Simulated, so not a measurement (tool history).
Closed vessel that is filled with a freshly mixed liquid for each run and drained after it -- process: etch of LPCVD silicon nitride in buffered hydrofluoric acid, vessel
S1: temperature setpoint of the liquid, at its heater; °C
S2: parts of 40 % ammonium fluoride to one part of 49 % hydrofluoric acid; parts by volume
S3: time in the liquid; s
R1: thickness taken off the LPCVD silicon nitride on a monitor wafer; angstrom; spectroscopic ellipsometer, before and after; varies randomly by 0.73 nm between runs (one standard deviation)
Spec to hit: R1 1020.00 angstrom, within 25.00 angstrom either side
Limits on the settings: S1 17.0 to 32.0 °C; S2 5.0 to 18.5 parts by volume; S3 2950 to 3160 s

Run 1, hour 0.0: S1 25.0 °C, S2 11.5 parts by volume, S3 2950 s. Result: R1 416.71 angstrom.
Run 2, hour 6.4: S1 22.0 °C, S2 11.5 parts by volume, S3 2950 s. Result: R1 353.08 angstrom.
Run 3, hour 12.2: S1 23.5 °C, S2 11.5 parts by volume, S3 2950 s. Result: R1 381.11 angstrom.
Run 4, hour 19.7: S1 21.5 °C, S2 11.5 parts by volume, S3 2950 s. Result: R1 342.42 angstrom.
Run 5, hour 27.0: S1 21.5 °C, S2 14.5 parts by volume, S3 2950 s. Result: R1 272.26 angstrom.
Run 6, hour 30.3: S1 23.0 °C, S2 14.5 parts by volume, S3 2950 s. Result: R1 299.17 angstrom.
Run 7, hour 35.2: S1 25.0 °C, S2 12.5 parts by volume, S3 2965 s. Result: R1 379.29 angstrom.
Run 8, hour 38.0: S1 26.5 °C, S2 11.0 parts by volume, S3 3005 s. Result: R1 477.52 angstrom.
Run 9, hour 45.2: S1 27.5 °C, S2 9.5 parts by volume, S3 3015 s. Result: R1 576.77 angstrom.
Run 10, hour 51.0: S1 28.5 °C, S2 8.5 parts by volume, S3 3020 s. Result: R1 666.65 angstrom.
Run 11, hour 58.0: S1 29.5 °C, S2 8.0 parts by volume, S3 3020 s. Result: R1 743.30 angstrom.

Consider the 4 candidate settings below. Which is the only one whose results all fall within their allowed miss of target?
Run A, hour 65.0: S1 31.5 °C, S2 5.5 parts by volume, S3 2970 s. Result: R1 ?.
Run B, hour 65.0: S1 31.5 °C, S2 7.0 parts by volume, S3 3160 s. Result: R1 ?.
Run C, hour 65.0: S1 28.5 °C, S2 10.0 parts by volume, S3 2970 s. Result: R1 ?.
Run D, hour 65.0: S1 31.5 °C, S2 7.0 parts by volume, S3 3060 s. Result: R1 ?.

move       R1
   A  1159.70
   B  1003.40
   C   574.87
   D   971.61
A: carries the result that was furthest off beyond its target, to the other side
B: all results land within tolerance of their targets
C: misses by more than the last run did
D: moves toward the targets from the last run without getting all of them in spec
The move that meets every target is B.

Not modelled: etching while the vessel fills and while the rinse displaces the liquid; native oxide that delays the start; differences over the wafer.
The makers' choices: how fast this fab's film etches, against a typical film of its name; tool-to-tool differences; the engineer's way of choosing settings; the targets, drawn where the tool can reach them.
